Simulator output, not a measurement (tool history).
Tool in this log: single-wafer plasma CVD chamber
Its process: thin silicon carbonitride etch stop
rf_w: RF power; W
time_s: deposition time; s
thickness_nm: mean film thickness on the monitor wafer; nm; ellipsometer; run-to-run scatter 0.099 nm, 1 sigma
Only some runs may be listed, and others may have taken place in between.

run  hour  rf_w  time_s  thickness_nm
  1     0   250    26.1        16.173
  2   4.2   235    26.1        15.839
  3   6.1   235      29        17.804
  4  10.3   235    29.1        17.753
  5  14.4   210    29.1        17.048
  6    20   215    29.2        17.397
  7  21.7   220    29.3        17.573

Estimate the outcome of run 8 from the log above:
  8  26.5   225    29.4             ?

{"run 8": {"thickness_nm": 17.79}}
